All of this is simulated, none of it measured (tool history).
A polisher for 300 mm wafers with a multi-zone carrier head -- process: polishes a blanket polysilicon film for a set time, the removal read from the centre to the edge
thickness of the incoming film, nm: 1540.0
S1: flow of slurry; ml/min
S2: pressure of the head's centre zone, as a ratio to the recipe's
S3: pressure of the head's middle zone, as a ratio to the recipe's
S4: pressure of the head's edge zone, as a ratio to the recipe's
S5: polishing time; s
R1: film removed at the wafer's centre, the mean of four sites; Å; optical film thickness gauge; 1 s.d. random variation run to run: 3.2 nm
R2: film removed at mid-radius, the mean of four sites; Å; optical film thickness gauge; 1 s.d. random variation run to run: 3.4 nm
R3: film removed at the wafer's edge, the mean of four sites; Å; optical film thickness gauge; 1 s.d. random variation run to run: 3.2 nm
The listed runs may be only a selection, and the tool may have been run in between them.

run 1 day=0.000 | S1=215 S2=1.00 S3=1.00 S4=1.00 S5=53 | R1=3350.9 R2=3386.1 R3=3283.9
run 2 day=0.038 | S1=215 S2=0.99 S3=0.99 S4=0.99 S5=51 | R1=3236.6 R2=3204.4 R3=3288.1
run 3 day=0.167 | S1=215 S2=0.99 S3=1.00 S4=0.99 S5=49 | R1=3130.5 R2=3128.2 R3=3026.0
run 4 day=0.538 | S1=215 S2=0.98 S3=1.00 S4=0.99 S5=47 | R1=2918.1 R2=2982.8 R3=2953.3
run 5 day=0.704 | S1=215 S2=0.95 S3=1.00 S4=0.99 S5=47 | R1=2821.9 R2=3031.0 R3=2980.6
run 6 day=0.996 | S1=215 S2=0.95 S3=1.00 S4=0.99 S5=45 | R1=2725.1 R2=2856.2 R3=2856.9

Estimate the outcome of run 7 from the log above:
run 7 day=1.212 | S1=215 S2=0.95 S3=1.00 S4=0.99 S5=44 | R1=? R2=? R3=?

{"run 7": {"R1": 2607.2, "R2": 2710.3, "R3": 2751.7}}

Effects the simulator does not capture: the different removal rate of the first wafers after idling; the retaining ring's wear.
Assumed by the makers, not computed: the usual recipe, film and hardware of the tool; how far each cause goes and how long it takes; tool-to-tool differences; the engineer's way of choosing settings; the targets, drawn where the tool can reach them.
